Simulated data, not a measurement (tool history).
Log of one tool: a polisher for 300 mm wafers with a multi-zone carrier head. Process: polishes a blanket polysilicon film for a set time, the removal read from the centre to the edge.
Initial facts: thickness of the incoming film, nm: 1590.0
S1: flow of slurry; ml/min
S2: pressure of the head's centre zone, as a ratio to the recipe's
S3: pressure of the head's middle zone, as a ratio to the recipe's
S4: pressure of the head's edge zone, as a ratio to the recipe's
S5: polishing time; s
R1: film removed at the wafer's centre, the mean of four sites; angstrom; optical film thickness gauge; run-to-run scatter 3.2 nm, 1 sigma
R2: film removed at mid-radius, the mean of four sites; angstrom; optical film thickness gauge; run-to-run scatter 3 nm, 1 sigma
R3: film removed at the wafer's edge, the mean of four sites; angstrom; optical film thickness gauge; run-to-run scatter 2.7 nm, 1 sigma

run	hour	S1	S2	S3	S4	S5	R1	R2	R3
1	0	260	1	1	1	41	3453.2	3387.8	3343.5
2	2.6	260	1	1	0.94	41	3427.2	3378.9	3300.4
3	10.5	205	1	1	0.94	41	3344.9	3302.8	3245.4
4	11.8	205	1	1	0.94	45	3717.4	3556.4	3526.9
5	13.9	205	1.07	1	0.94	45	3883.5	3627.1	3535.7
6	19.8	200	1.02	0.96	0.94	44	3629.6	3357.9	3406.8

What does the tool deliver on the next run?
7	27.3	190	0.98	0.93	0.96	44	?	?	?

R1: 3487.8 angstrom
R2: 3288.1 angstrom
R3: 3432.2 angstrom
